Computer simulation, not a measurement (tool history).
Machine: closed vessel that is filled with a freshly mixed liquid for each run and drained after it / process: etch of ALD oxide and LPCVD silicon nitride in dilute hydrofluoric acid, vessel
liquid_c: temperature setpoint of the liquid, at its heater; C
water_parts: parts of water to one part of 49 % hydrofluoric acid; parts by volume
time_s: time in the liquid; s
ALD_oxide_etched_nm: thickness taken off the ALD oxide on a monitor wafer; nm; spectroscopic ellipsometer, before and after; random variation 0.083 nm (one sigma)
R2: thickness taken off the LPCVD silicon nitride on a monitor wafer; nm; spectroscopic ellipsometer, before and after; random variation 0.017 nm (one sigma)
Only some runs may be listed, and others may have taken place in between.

run 1 hour=0.0 | liquid_c=22.0 water_parts=65 time_s=60 | ALD_oxide_etched_nm=32.438 R2=0.43849
run 2 hour=5.4 | liquid_c=21.5 water_parts=70 time_s=60 | ALD_oxide_etched_nm=29.441 R2=0.37653
run 3 hour=6.9 | liquid_c=21.5 water_parts=50 time_s=60 | ALD_oxide_etched_nm=42.329 R2=0.48672
run 4 hour=12.0 | liquid_c=21.0 water_parts=55 time_s=60 | ALD_oxide_etched_nm=37.376 R2=0.45978
run 5 hour=13.9 | liquid_c=21.0 water_parts=35 time_s=60 | ALD_oxide_etched_nm=60.545 R2=0.64395
run 6 hour=16.6 | liquid_c=18.5 water_parts=35 time_s=60 | ALD_oxide_etched_nm=54.042 R2=0.56323
run 7 hour=20.5 | liquid_c=17.0 water_parts=60 time_s=60 | ALD_oxide_etched_nm=28.617 R2=0.31117
run 8 hour=27.7 | liquid_c=17.0 water_parts=65 time_s=60 | ALD_oxide_etched_nm=26.525 R2=0.29393

What does the tool deliver on the next run?
run 9 hour=36.1 | liquid_c=17.0 water_parts=70 time_s=60 | ALD_oxide_etched_nm=? R2=?

ALD_oxide_etched_nm: 24.426 nm
R2: 0.26860 nm

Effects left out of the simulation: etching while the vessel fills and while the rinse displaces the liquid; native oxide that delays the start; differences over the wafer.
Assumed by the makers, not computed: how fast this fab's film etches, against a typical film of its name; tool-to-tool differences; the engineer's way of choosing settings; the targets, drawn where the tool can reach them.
